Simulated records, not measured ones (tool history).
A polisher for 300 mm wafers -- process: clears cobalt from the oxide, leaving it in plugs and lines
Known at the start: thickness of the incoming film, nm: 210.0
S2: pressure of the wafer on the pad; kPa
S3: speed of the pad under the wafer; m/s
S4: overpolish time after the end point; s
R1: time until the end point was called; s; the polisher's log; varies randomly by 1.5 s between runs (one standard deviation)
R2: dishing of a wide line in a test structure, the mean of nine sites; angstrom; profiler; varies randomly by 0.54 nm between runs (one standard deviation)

run 1 hour=0 | flow_of_slurry_(ml/min)=240 S2=9 S3=1.06 S4=26 | R1=60.391 R2=350.79
run 2 hour=8 | flow_of_slurry_(ml/min)=295 S2=9 S3=1.06 S4=26 | R1=59.851 R2=347.02
run 3 hour=10.7 | flow_of_slurry_(ml/min)=295 S2=10.3 S3=1.06 S4=26 | R1=52.168 R2=363.08
run 4 hour=12.5 | flow_of_slurry_(ml/min)=295 S2=10.3 S3=1.32 S4=26 | R1=43.799 R2=384.24
run 5 hour=17.8 | flow_of_slurry_(ml/min)=350 S2=10.3 S3=1.32 S4=26 | R1=42.252 R2=384.16
run 6 hour=19.4 | flow_of_slurry_(ml/min)=305 S2=10.3 S3=1.32 S4=26 | R1=42.973 R2=378.59

What does the tool deliver on the next run?
run 7 hour=25.9 | flow_of_slurry_(ml/min)=305 S2=9 S3=1.28 S4=29 | R1=? R2=?

{"run 7": {"R1": 50.765, "R2": 385.45}}
